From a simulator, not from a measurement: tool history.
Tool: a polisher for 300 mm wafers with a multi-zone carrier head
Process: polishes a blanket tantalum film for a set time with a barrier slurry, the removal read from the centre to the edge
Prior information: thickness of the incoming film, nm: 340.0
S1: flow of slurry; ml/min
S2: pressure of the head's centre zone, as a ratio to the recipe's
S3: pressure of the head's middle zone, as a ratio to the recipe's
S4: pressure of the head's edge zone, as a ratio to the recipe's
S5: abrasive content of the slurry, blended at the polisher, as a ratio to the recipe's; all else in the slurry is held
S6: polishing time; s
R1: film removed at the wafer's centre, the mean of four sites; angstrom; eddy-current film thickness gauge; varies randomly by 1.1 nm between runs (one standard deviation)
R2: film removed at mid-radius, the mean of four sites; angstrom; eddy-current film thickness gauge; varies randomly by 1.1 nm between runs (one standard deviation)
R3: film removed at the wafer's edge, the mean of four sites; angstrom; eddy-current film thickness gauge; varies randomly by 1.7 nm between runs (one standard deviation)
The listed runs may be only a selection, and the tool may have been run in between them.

{"run": 1, "day": 0.0, "S1": 260, "S2": 1, "S3": 1, "S4": 1, "S5": 1, "S6": 70, "R1": 1198.1, "R2": 1247.7, "R3": 1152.5}
{"run": 2, "day": 0.308, "S1": 260, "S2": 0.92, "S3": 1, "S4": 1, "S5": 1, "S6": 70, "R1": 1094.8, "R2": 1243.2, "R3": 1153.7}
{"run": 3, "day": 0.504, "S1": 260, "S2": 0.97, "S3": 1, "S4": 1, "S5": 1, "S6": 70, "R1": 1156.6, "R2": 1236.5, "R3": 1132.4}
{"run": 4, "day": 0.779, "S1": 265, "S2": 0.97, "S3": 0.97, "S4": 1.05, "S5": 1.15, "S6": 71, "R1": 1225.8, "R2": 1311.3, "R3": 1265.9}
{"run": 5, "day": 1.079, "S1": 265, "S2": 0.97, "S3": 0.97, "S4": 1.05, "S5": 1.15, "S6": 57, "R1": 994.87, "R2": 1042.1, "R3": 996.78}
{"run": 6, "day": 1.2, "S1": 220, "S2": 0.97, "S3": 0.97, "S4": 1.05, "S5": 1.15, "S6": 57, "R1": 976.52, "R2": 1028.4, "R3": 998.55}
{"day": 1.371, "done": "edge zone pressure recalibrated"}
{"run": 7, "day": 1.371, "S1": 210, "S2": 0.99, "S3": 0.95, "S4": 1.08, "S5": 1.25, "S6": 61, "R1": 1077.4, "R2": 1097.4, "R3": 1108.1}
{"run": 8, "day": 1.629, "S1": 210, "S2": 0.99, "S3": 0.95, "S4": 1.08, "S5": 1.25, "S6": 61, "R1": 1067.7, "R2": 1090.8, "R3": 1121}

Run 9 has not been measured yet. What should we expect?
{"run": 9, "day": 1.679, "S1": 195, "S2": 1.02, "S3": 0.95, "S4": 1.1, "S5": 1.3, "S6": 64, "R1": "?", "R2": "?", "R3": "?"}

{"run 9": {"R1": 1165.6, "R2": 1141.4, "R3": 1181.9}}
